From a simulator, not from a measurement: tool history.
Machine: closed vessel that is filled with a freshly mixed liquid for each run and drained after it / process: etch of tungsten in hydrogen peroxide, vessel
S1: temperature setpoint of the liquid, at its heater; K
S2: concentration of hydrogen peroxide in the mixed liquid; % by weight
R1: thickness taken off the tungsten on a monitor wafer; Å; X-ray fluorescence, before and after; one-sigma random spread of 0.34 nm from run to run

Run 1, day 0.000: S1 325.15 K, S2 18.5 % by weight, time in the liquid (s) 35. Result: R1 338.45 Å.
Run 2, day 0.158: S1 332.15 K, S2 18.5 % by weight, time in the liquid (s) 35. Result: R1 508.12 Å.
Run 3, day 0.217: S1 331.15 K, S2 18.5 % by weight, time in the liquid (s) 35. Result: R1 479.44 Å.
Run 4, day 0.283: S1 330.65 K, S2 18.5 % by weight, time in the liquid (s) 35. Result: R1 458.99 Å.
Run 5, day 0.608: S1 330.65 K, S2 21.0 % by weight, time in the liquid (s) 35. Result: R1 499.83 Å.
Run 6, day 0.983: S1 334.65 K, S2 21.0 % by weight, time in the liquid (s) 35. Result: R1 625.22 Å.
Run 7, day 1.021: S1 332.65 K, S2 21.0 % by weight, time in the liquid (s) 35. Result: R1 549.17 Å.
Run 8, day 1.229: S1 331.15 K, S2 21.0 % by weight, time in the liquid (s) 35. Result: R1 515.77 Å.
Run 9, day 1.388: S1 330.15 K, S2 21.0 % by weight, time in the liquid (s) 35. Result: R1 480.67 Å.
Run 10, day 1.588: S1 329.65 K, S2 21.0 % by weight, time in the liquid (s) 35. Result: R1 469.31 Å.

Expected results for the next run?
Run 11, day 1.779: S1 329.15 K, S2 21.0 % by weight, time in the liquid (s) 35. Result: R1 ?.

{"run 11": {"R1": 447.74}}

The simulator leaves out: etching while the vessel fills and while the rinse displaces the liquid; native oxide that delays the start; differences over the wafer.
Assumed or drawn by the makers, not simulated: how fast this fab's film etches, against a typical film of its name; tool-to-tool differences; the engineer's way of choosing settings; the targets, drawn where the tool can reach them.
